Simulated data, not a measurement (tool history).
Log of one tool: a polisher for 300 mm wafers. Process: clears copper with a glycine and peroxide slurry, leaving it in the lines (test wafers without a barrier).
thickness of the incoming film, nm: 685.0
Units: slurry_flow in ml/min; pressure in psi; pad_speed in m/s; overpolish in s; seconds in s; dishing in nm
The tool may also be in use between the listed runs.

| run | hour | slurry_flow | pressure | pad_speed | overpolish | seconds | dishing |
|---|---|---|---|---|---|---|---|
| 1 | 0 | 310 | 2.1 | 1.06 | 13 | 137.15 | 35.668 |
| 2 | 5.7 | 310 | 2.1 | 1.16 | 13 | 124.41 | 37.079 |
| 3 | 12.3 | 310 | 2.1 | 1.16 | 9 | 129.08 | 27.302 |
| 4 | 13.3 | 310 | 1.8 | 1.08 | 11 | 149.73 | 28.948 |
| 5 | 21.3 | 310 | 2.3 | 1.08 | 11 | 125.6 | 34.727 |
| 6 | 26.4 | 310 | 2 | 1 | 13 | 148.31 | 34.558 |
| 7 | 31.8 | 310 | 1.8 | 0.96 | 14 | 157.89 | 35.049 |
| 8 | 33.9 | 310 | 1.6 | 0.9 | 15 | 174.65 | 32.528 |

The next listed run, before its measurement:
| 9 | 38.5 | 310 | 1.5 | 0.86 | 16 | ? | ? |

{"run 9": {"seconds": 187.17, "dishing": 33.632}}
